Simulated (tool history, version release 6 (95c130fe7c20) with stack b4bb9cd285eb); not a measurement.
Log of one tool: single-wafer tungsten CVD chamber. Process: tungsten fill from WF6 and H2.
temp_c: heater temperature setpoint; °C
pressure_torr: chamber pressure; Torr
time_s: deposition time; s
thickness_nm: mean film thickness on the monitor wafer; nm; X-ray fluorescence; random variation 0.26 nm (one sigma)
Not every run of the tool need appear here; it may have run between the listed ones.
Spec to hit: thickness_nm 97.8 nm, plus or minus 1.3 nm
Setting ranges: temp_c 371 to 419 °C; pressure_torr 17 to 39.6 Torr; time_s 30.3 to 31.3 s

run 1 hour=0 | temp_c=395 pressure_torr=28.3 time_s=30.3 | thickness_nm=78.532
run 2 hour=7.6 | temp_c=400 pressure_torr=28.3 time_s=30.3 | thickness_nm=85.622
run 3 hour=11.2 | temp_c=400 pressure_torr=28.3 time_s=31.3 | thickness_nm=88.411
run 4 hour=16.1 | temp_c=402 pressure_torr=28.3 time_s=31.3 | thickness_nm=90.858
run 5 hour=19.1 | temp_c=402 pressure_torr=28.3 time_s=31.3 | thickness_nm=91.516
run 6 hour=22.5 | temp_c=402 pressure_torr=24.3 time_s=31.3 | thickness_nm=85.793
run 7 hour=25.1 | temp_c=404 pressure_torr=24.3 time_s=31.3 | thickness_nm=88.424
run 8 hour=26.5 | temp_c=406 pressure_torr=24.3 time_s=31.3 | thickness_nm=91.263
run 9 hour=32 | temp_c=407 pressure_torr=24.3 time_s=31.3 | thickness_nm=93.197
run 10 hour=38.2 | temp_c=408 pressure_torr=24.3 time_s=31.3 | thickness_nm=93.934

4 next moves are on the table. One of them brings every result within its allowed miss. Which?
run A hour=44.4 | temp_c=412 pressure_torr=21.7 time_s=31.1 | thickness_nm=?
run B hour=44.4 | temp_c=410 pressure_torr=27.2 time_s=30.3 | thickness_nm=?
run C hour=44.4 | temp_c=409 pressure_torr=20.3 time_s=31.3 | thickness_nm=?
run D hour=44.4 | temp_c=410 pressure_torr=22.1 time_s=31.3 | thickness_nm=?

move=A thickness_nm=95.406
move=B thickness_nm=98.268
move=C thickness_nm=89.463
move=D thickness_nm=93.767
A: closes in on the targets versus the last run, not all within tolerance yet
B: all results land within tolerance of their targets
C: misses by more than the last run did
D: no nearer and no further than the last run
B meets every target.
